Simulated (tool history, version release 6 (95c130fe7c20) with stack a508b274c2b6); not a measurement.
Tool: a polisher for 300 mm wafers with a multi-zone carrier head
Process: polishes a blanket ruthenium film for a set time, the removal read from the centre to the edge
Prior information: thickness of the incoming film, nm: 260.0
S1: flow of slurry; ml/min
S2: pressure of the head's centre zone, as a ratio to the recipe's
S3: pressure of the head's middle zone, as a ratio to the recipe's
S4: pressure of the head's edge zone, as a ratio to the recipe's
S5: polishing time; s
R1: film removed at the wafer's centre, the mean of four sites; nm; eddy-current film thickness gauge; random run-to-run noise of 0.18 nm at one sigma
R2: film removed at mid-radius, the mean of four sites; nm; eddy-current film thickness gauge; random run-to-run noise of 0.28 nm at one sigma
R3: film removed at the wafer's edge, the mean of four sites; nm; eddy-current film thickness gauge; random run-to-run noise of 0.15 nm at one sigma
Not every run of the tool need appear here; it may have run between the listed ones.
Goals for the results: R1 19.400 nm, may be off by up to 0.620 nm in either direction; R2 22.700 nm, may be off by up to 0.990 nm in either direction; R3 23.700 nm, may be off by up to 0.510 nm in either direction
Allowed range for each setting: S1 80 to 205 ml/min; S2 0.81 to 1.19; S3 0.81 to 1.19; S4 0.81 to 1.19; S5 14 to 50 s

{"run": 1, "hour": 0.0, "S1": 135, "S2": 1.0, "S3": 1.0, "S4": 1.0, "S5": 32, "R1": 39.76, "R2": 41.084, "R3": 40.155}
{"run": 2, "hour": 8.3, "S1": 130, "S2": 0.97, "S3": 0.99, "S4": 0.99, "S5": 30, "R1": 35.291, "R2": 37.145, "R3": 37.681}
{"run": 3, "hour": 16.5, "S1": 130, "S2": 0.97, "S3": 0.99, "S4": 1.07, "S5": 30, "R1": 35.409, "R2": 38.142, "R3": 38.971}
{"run": 4, "hour": 17.1, "S1": 125, "S2": 0.95, "S3": 0.99, "S4": 1.04, "S5": 28, "R1": 32.032, "R2": 34.275, "R3": 35.8}
{"run": 5, "hour": 23.4, "S1": 125, "S2": 0.95, "S3": 0.99, "S4": 1.04, "S5": 33, "R1": 37.952, "R2": 41.33, "R3": 42.142}
{"run": 6, "hour": 30.8, "S1": 120, "S2": 0.93, "S3": 1.0, "S4": 1.01, "S5": 31, "R1": 34.722, "R2": 38.737, "R3": 39.121}
{"run": 7, "hour": 34.8, "S1": 115, "S2": 0.92, "S3": 1.0, "S4": 0.99, "S5": 29, "R1": 32.454, "R2": 36.552, "R3": 36.082}
{"run": 8, "hour": 42.2, "S1": 110, "S2": 0.9, "S3": 0.99, "S4": 0.98, "S5": 27, "R1": 29.421, "R2": 33.048, "R3": 32.862}
{"run": 9, "hour": 43.5, "S1": 105, "S2": 0.89, "S3": 0.98, "S4": 0.98, "S5": 26, "R1": 27.573, "R2": 30.933, "R3": 31.591}
{"run": 10, "hour": 51.8, "S1": 100, "S2": 0.88, "S3": 0.98, "S4": 0.97, "S5": 25, "R1": 26.03, "R2": 29.278, "R3": 30.466}
{"run": 11, "hour": 53.0, "S1": 95, "S2": 0.87, "S3": 0.98, "S4": 0.96, "S5": 24, "R1": 24.529, "R2": 28.625, "R3": 28.431}
{"run": 12, "hour": 55.6, "S1": 95, "S2": 0.86, "S3": 0.97, "S4": 0.96, "S5": 23, "R1": 23.115, "R2": 27.146, "R3": 27.41}
{"run": 13, "hour": 59.7, "S1": 80, "S2": 0.81, "S3": 0.89, "S4": 0.87, "S5": 20, "R1": 18.543, "R2": 21.607, "R3": 22.807}
{"run": 14, "hour": 64.3, "S1": 85, "S2": 0.81, "S3": 0.89, "S4": 0.87, "S5": 20, "R1": 18.625, "R2": 21.901, "R3": 23.035}
{"run": 15, "hour": 71.4, "S1": 95, "S2": 0.82, "S3": 0.89, "S4": 0.87, "S5": 20, "R1": 18.844, "R2": 22.382, "R3": 22.881}
{"run": 16, "hour": 79.8, "S1": 95, "S2": 0.82, "S3": 0.89, "S4": 0.88, "S5": 20, "R1": 19.156, "R2": 21.769, "R3": 22.817}

Which of these 5 next moves meets every target?
{"run": "A", "hour": 88.2, "S1": 85, "S2": 0.85, "S3": 0.91, "S4": 1.04, "S5": 19, "R1": "?", "R2": "?", "R3": "?"}
{"run": "B", "hour": 88.2, "S1": 90, "S2": 0.84, "S3": 0.85, "S4": 0.89, "S5": 19, "R1": "?", "R2": "?", "R3": "?"}
{"run": "C", "hour": 88.2, "S1": 120, "S2": 0.85, "S3": 0.97, "S4": 0.81, "S5": 19, "R1": "?", "R2": "?", "R3": "?"}
{"run": "D", "hour": 88.2, "S1": 85, "S2": 0.81, "S3": 0.88, "S4": 0.86, "S5": 21, "R1": "?", "R2": "?", "R3": "?"}
{"run": "E", "hour": 88.2, "S1": 80, "S2": 0.81, "S3": 0.81, "S4": 0.96, "S5": 21, "R1": "?", "R2": "?", "R3": "?"}

move=A R1=18.373 R2=21.560 R3=23.623
move=B R1=18.304 R2=20.740 R3=22.109
move=C R1=19.348 R2=23.586 R3=21.756
move=D R1=19.339 R2=23.299 R3=23.938
move=E R1=19.157 R2=21.859 R3=25.035
A: brings the last run's worst result on target, with another outside its allowed miss
B: further off than the last run
C: further off than the last run
D: all results land within tolerance of their targets
E: the result that was furthest off in the last run now lies on the other side of its target
The move that meets every target is D.
